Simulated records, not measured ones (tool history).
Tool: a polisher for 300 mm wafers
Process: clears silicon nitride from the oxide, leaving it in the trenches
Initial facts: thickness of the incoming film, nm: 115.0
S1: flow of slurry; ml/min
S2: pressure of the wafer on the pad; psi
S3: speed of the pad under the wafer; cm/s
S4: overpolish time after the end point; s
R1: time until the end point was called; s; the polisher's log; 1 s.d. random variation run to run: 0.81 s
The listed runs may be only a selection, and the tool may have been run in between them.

run    day   S1   S2   S3  S4      R1
  1      0  230  2.3  120  34  146.86
  2  0.029  230  2.3  120  37  151.39
  3  0.342  195  2.3  120  37  151.01
  4  0.712  195    2  120  37  173.81
  5  0.754  195    2  138  37  154.86
  6  1.092  195  2.2  138  37  139.84
  7  1.412  195  2.4  138  37  126.28
  8  1.483  195  2.5  138  37  123.72
  9  1.696  200  2.7  138  37  112.83
 10  2.038  200  2.8  138  37  108.99
 11  2.242  205  2.9  138  37  104.48
 12  2.421  205    3  138  37   102.9
 13  2.471  205  3.1  138  37  99.371
 14  2.654  205  3.1  138  37  98.771

Run 15, settings as shown, results not yet in. Your forecast:
 15  2.896  205  3.1  138  37   ?

R1: 99.04 s
